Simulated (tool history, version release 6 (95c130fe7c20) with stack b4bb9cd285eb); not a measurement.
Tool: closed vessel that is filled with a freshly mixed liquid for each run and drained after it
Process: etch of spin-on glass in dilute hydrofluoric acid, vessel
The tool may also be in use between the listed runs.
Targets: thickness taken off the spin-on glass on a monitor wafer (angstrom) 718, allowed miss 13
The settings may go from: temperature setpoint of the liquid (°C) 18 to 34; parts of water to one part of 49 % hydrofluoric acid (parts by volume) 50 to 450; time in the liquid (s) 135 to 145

run	hour	temperature setpoint of the liquid (°C)	parts of water to one part of 49 % hydrofluoric acid (parts by volume)	time in the liquid (s)	thickness taken off the spin-on glass on a monitor wafer (angstrom)
1	0	26	250	135	318.05
2	5.5	26	250	135	316.97
3	12	27	235	135	357.42
4	15	27	235	135	355.68
5	21.1	28	225	135	392.29
6	24.1	28.5	215	135	417.37
7	25	29	205	135	450.72
8	27.8	29.5	200	135	471.57
9	32.8	30	195	135	504.6
10	35	30.5	190	135	527.07
11	43.2	31	185	135	548.57
12	46.7	31.5	180	135	579.31
13	55.3	32	175	135	607.85
14	58.4	33	165	135	685.45
15	65.9	34	165	135	701.03

5 next moves are on the table. One of them brings every result within its allowed miss. Which?
A	73.4	33	165	135	?
B	73.4	33.5	165	135	?
C	73.4	34	180	145	?
D	73.4	33.5	165	140	?
E	73.4	33.5	175	145	?

move	thickness taken off the spin-on glass on a monitor wafer (angstrom)
A	677.39
B	689.1
C	675.95
D	714.62
E	688.32
A: further off than the last run
B: further off than the last run
C: further off than the last run
D: meets every target
E: further off than the last run
The right move is D.
